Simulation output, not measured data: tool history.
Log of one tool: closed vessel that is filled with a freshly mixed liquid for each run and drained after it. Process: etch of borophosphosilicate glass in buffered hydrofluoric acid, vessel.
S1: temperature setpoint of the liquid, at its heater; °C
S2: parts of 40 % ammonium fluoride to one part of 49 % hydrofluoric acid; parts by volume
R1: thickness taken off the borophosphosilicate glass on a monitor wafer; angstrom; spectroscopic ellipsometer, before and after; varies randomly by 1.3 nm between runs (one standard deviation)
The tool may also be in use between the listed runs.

Run 1, hour 0.0: S1 22.0 °C, S2 13 parts by volume, time in the liquid (s) 90. Result: R1 1426.30 angstrom.
Run 2, hour 6.7: S1 22.0 °C, S2 15 parts by volume, time in the liquid (s) 90. Result: R1 1249.80 angstrom.
Run 3, hour 7.9: S1 18.5 °C, S2 15 parts by volume, time in the liquid (s) 90. Result: R1 1029.10 angstrom.
Run 4, hour 16.6: S1 18.5 °C, S2 15 parts by volume, time in the liquid (s) 95. Result: R1 1067.00 angstrom.
Run 5, hour 20.6: S1 18.5 °C, S2 15 parts by volume, time in the liquid (s) 90. Result: R1 1014.90 angstrom.
Run 6, hour 22.3: S1 17.0 °C, S2 15 parts by volume, time in the liquid (s) 90. Result: R1 935.94 angstrom.

The next listed run, before its measurement:
Run 7, hour 30.6: S1 19.5 °C, S2 15 parts by volume, time in the liquid (s) 90. Result: R1 ?.

R1: 1081.80 angstrom
